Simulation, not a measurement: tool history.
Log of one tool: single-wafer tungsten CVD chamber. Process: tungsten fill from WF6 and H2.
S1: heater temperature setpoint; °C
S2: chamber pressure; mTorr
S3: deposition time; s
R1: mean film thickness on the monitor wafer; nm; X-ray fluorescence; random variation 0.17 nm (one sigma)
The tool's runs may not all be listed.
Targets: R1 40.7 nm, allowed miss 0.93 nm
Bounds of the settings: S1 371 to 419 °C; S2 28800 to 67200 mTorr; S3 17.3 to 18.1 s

Run 1, hour 0: S1 395 °C, S2 48000 mTorr, S3 18.1 s. Result: R1 65.199 nm.
Run 2, hour 3.3: S1 395 °C, S2 48000 mTorr, S3 18.1 s. Result: R1 65.579 nm.
Run 3, hour 5.8: S1 399 °C, S2 48000 mTorr, S3 18.1 s. Result: R1 71.551 nm.
Run 4, hour 12.7: S1 399 °C, S2 48000 mTorr, S3 18.1 s. Result: R1 71.206 nm.
Run 5, hour 17.9: S1 399 °C, S2 51500 mTorr, S3 18.1 s. Result: R1 73.541 nm.
Run 6, hour 22.7: S1 399 °C, S2 60100 mTorr, S3 18.1 s. Result: R1 80.598 nm.
Run 7, hour 27.2: S1 395 °C, S2 58400 mTorr, S3 18 s. Result: R1 71.761 nm.
Run 8, hour 35.6: S1 392 °C, S2 57700 mTorr, S3 18 s. Result: R1 67.392 nm.
Run 9, hour 44.6: S1 389 °C, S2 56700 mTorr, S3 18 s. Result: R1 62.07 nm.
Run 10, hour 53: S1 386 °C, S2 56200 mTorr, S3 18 s. Result: R1 58.114 nm.
Run 11, hour 61.4: S1 384 °C, S2 55700 mTorr, S3 18 s. Result: R1 55.084 nm.
Run 12, hour 68.4: S1 382 °C, S2 55400 mTorr, S3 18 s. Result: R1 52.365 nm.
Run 13, hour 75.2: S1 380 °C, S2 55300 mTorr, S3 18 s. Result: R1 50.333 nm.
Run 14, hour 79: S1 379 °C, S2 55100 mTorr, S3 18 s. Result: R1 48.938 nm.
Run 15, hour 83.4: S1 378 °C, S2 55000 mTorr, S3 18 s. Result: R1 47.266 nm.
Run 16, hour 92.4: S1 377 °C, S2 55000 mTorr, S3 18 s. Result: R1 46.467 nm.
Run 17, hour 98.6: S1 376 °C, S2 55000 mTorr, S3 18 s. Result: R1 45.067 nm.
Run 18, hour 99.6: S1 375 °C, S2 55000 mTorr, S3 18 s. Result: R1 44.269 nm.
Run 19, hour 107.5: S1 374 °C, S2 55000 mTorr, S3 18 s. Result: R1 43.297 nm.

4 next moves are on the table. One of them brings every result within its allowed miss. Which?
Run A, hour 115.4: S1 371 °C, S2 52900 mTorr, S3 17.8 s. Result: R1 ?.
Run B, hour 115.4: S1 371 °C, S2 51500 mTorr, S3 17.6 s. Result: R1 ?.
Run C, hour 115.4: S1 371 °C, S2 52300 mTorr, S3 17.7 s. Result: R1 ?.
Run D, hour 115.4: S1 377 °C, S2 46800 mTorr, S3 17.3 s. Result: R1 ?.

move      R1
   A  39.207
   B  38.233
   C  38.758
   D  41.247
A: takes the result that was furthest off past its target
B: takes the result that was furthest off past its target
C: takes the result that was furthest off past its target
D: meets every target
The right move is D.
